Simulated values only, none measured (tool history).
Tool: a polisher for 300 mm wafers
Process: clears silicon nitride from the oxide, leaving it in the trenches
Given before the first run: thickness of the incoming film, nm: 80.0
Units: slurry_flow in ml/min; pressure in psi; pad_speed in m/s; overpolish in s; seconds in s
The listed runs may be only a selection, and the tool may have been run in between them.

| run | day | slurry_flow | pressure | pad_speed | overpolish | seconds |
|---|---|---|---|---|---|---|
| 1 | 0 | 135 | 3.5 | 0.94 | 11 | 88.491 |
| 2 | 0.296 | 135 | 3.5 | 1.08 | 11 | 79.064 |
| 3 | 0.375 | 135 | 3.5 | 1.3 | 11 | 65.977 |
| 4 | 0.612 | 165 | 3.5 | 1.3 | 11 | 66.66 |
| 5 | 0.929 | 165 | 4.1 | 1.3 | 11 | 55.754 |
| 6 | 1.25 | 165 | 4.1 | 1.42 | 11 | 52.333 |
| 7 | 1.392 | 165 | 3.7 | 1.4 | 11 | 56.875 |
| 8 | 1.45 | 165 | 3.4 | 1.4 | 11 | 63.926 |
| 9 | 1.725 | 165 | 3.2 | 1.4 | 11 | 65.885 |

Run 10 comes next. What will it give?
| 10 | 1.825 | 165 | 3.1 | 1.4 | 11 | ? |

Run 10 came out at seconds 68.307 s.
